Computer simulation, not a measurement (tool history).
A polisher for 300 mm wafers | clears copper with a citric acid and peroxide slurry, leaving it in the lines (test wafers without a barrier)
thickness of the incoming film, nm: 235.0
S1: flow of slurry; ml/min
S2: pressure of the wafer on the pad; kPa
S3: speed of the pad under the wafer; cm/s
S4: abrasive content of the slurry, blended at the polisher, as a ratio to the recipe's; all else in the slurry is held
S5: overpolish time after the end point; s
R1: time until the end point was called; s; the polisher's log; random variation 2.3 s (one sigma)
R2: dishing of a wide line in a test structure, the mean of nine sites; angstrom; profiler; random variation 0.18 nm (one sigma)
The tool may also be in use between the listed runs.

run,hour,S1,S2,S3,S4,S5,R1,R2
1,0.0,170,17.2,90,1.00,15,125.33,172.920
2,4.6,170,17.2,90,0.90,15,127.87,166.390
3,5.8,165,13.8,88,0.90,14,147.81,137.730
4,13.0,195,13.8,88,0.90,14,146.25,142.810
5,21.2,195,13.8,88,0.70,14,152.06,138.260
6,29.8,195,13.8,100,0.70,14,133.40,149.560
7,34.0,170,9.0,80,0.65,12,211.47,88.584

Forecast run 8:
8,40.5,165,8.3,80,0.65,13,?,?

Run 8 gave R1 220.25 s, R2 92.147 angstrom.

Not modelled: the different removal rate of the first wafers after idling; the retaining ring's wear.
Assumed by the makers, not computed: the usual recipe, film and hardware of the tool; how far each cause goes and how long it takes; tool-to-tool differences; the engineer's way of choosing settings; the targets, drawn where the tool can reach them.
